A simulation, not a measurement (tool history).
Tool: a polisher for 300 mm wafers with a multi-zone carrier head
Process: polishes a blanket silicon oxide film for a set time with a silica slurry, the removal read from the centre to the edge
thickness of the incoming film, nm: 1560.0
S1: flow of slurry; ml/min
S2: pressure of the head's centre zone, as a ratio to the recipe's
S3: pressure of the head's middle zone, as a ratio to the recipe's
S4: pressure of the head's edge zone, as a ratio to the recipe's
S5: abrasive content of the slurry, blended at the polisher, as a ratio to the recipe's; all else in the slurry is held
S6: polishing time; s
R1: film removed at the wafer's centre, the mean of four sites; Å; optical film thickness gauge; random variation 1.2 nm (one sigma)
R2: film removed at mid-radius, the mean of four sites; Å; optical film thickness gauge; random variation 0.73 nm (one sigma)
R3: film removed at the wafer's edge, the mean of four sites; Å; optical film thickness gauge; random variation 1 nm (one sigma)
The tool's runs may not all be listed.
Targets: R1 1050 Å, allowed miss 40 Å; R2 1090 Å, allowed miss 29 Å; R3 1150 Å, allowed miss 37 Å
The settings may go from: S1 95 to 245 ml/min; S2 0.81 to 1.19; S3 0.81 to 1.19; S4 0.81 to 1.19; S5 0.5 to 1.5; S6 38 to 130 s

| run | hour | S1 | S2 | S3 | S4 | S5 | S6 | R1 | R2 | R3 |
|---|---|---|---|---|---|---|---|---|---|---|
| 1 | 0 | 155 | 1 | 1 | 1 | 1 | 84 | 2475.1 | 2552.6 | 2461.1 |
| 2 | 4.7 | 145 | 0.97 | 0.97 | 0.98 | 0.9 | 76 | 1964.7 | 2034.8 | 2081.9 |
| 3 | 12 | 145 | 0.97 | 0.97 | 0.98 | 0.9 | 96 | 2507.5 | 2570.2 | 2518.8 |
| 4 | 20.2 | 140 | 0.96 | 0.96 | 0.95 | 0.8 | 87 | 1990.2 | 2085.2 | 2072.9 |
| 5 | 27.9 | 135 | 0.96 | 0.94 | 0.92 | 0.75 | 82 | 1781.6 | 1795.4 | 1790 |
| 6 | 33.4 | 135 | 0.96 | 0.94 | 0.86 | 0.75 | 82 | 1765.1 | 1787.6 | 1719.1 |
| 7 | 38.3 | 130 | 0.94 | 0.92 | 0.85 | 0.7 | 80 | 1571.2 | 1596.5 | 1593.6 |
| 8 | 43.4 | 130 | 0.88 | 0.88 | 0.81 | 0.5 | 62 | 663.14 | 686.87 | 694.76 |
| 9 | 48.7 | 125 | 0.91 | 0.92 | 0.89 | 0.5 | 60 | 645.24 | 684.76 | 696.48 |
| 10 | 51.4 | 170 | 1.01 | 0.99 | 0.99 | 0.75 | 62 | 1494.8 | 1450.5 | 1443.8 |
| 11 | 56.3 | 160 | 0.99 | 0.97 | 0.96 | 0.75 | 62 | 1464.6 | 1444.6 | 1418.7 |
| 12 | 60.6 | 150 | 0.98 | 0.96 | 0.95 | 0.75 | 62 | 1396.1 | 1418.7 | 1420.9 |
| 13 | 68.3 | 155 | 0.96 | 0.95 | 0.95 | 0.75 | 62 | 1383.8 | 1417.2 | 1417.3 |
| 14 | 75.4 | 145 | 0.96 | 0.95 | 0.95 | 0.75 | 62 | 1378.1 | 1391.8 | 1387.6 |
| 15 | 78.6 | 145 | 0.95 | 0.94 | 0.95 | 0.75 | 62 | 1348.8 | 1392.8 | 1423.1 |
| 16 | 85.4 | 140 | 0.95 | 0.94 | 0.96 | 0.75 | 62 | 1359 | 1369.4 | 1403.1 |
| 17 | 90 | 130 | 0.94 | 0.94 | 0.96 | 0.75 | 62 | 1312.7 | 1351.5 | 1375.6 |
| 18 | 98 | 130 | 0.93 | 0.92 | 0.94 | 0.75 | 62 | 1298.6 | 1336.1 | 1368.4 |
| 19 | 101.4 | 135 | 0.92 | 0.91 | 0.94 | 0.75 | 62 | 1296.4 | 1337.4 | 1347.9 |
| 20 | 107.2 | 125 | 0.92 | 0.91 | 0.94 | 0.75 | 62 | 1280 | 1299 | 1365.8 |
| 21 | 112.9 | 120 | 0.91 | 0.9 | 0.93 | 0.75 | 62 | 1242.5 | 1276.8 | 1333.8 |
| 22 | 118 | 115 | 0.9 | 0.89 | 0.92 | 0.75 | 62 | 1231.7 | 1259.3 | 1335.1 |
| 23 | 124.5 | 115 | 0.89 | 0.88 | 0.9 | 0.75 | 62 | 1207.8 | 1275.3 | 1334.3 |
| 24 | 133.4 | 120 | 0.89 | 0.87 | 0.89 | 0.7 | 62 | 1138.7 | 1157.3 | 1219.8 |
| 25 | 141.9 | 115 | 0.89 | 0.87 | 0.89 | 0.7 | 62 | 1120.2 | 1160.7 | 1215.1 |
| 26 | 150.9 | 110 | 0.89 | 0.87 | 0.89 | 0.7 | 62 | 1109.4 | 1131.3 | 1220.6 |
| 27 | 152.3 | 110 | 0.89 | 0.87 | 0.88 | 0.7 | 62 | 1122.4 | 1156 | 1211.8 |
| 28 | 154.2 | 115 | 0.88 | 0.86 | 0.88 | 0.7 | 62 | 1116 | 1137.7 | 1220.6 |
| 29 | 159.1 | 115 | 0.88 | 0.86 | 0.88 | 0.7 | 62 | 1108.6 | 1157.2 | 1235.3 |
| 30 | 159.7 | 110 | 0.88 | 0.86 | 0.88 | 0.7 | 62 | 1088.5 | 1131.1 | 1207.5 |

Which of these 5 next moves meets every target?
| A | 160.3 | 110 | 0.93 | 0.93 | 0.83 | 0.7 | 56 | ? | ? | ? |
| B | 160.3 | 105 | 0.89 | 0.93 | 0.87 | 0.75 | 56 | ? | ? | ? |
| C | 160.3 | 135 | 1.02 | 0.91 | 0.85 | 0.85 | 45 | ? | ? | ? |
| D | 160.3 | 125 | 0.88 | 0.88 | 0.86 | 0.8 | 46 | ? | ? | ? |
| E | 160.3 | 155 | 0.87 | 0.86 | 0.89 | 0.6 | 68 | ? | ? | ? |

| move | R1 | R2 | R3 |
|---|---|---|---|
| A | 1057 | 1080 | 1072.2 |
| B | 1077.9 | 1152.7 | 1167.5 |
| C | 1182.2 | 1076.6 | 1083.6 |
| D | 971.42 | 1002.7 | 1043.6 |
| E | 1053.6 | 1075.6 | 1140.9 |
A: takes the result that was furthest off past its target
B: brings the result that was furthest off to its target, and leaves another outside
C: takes the result that was furthest off past its target
D: takes the result that was furthest off past its target
E: meets every target
Move E is the one to make.
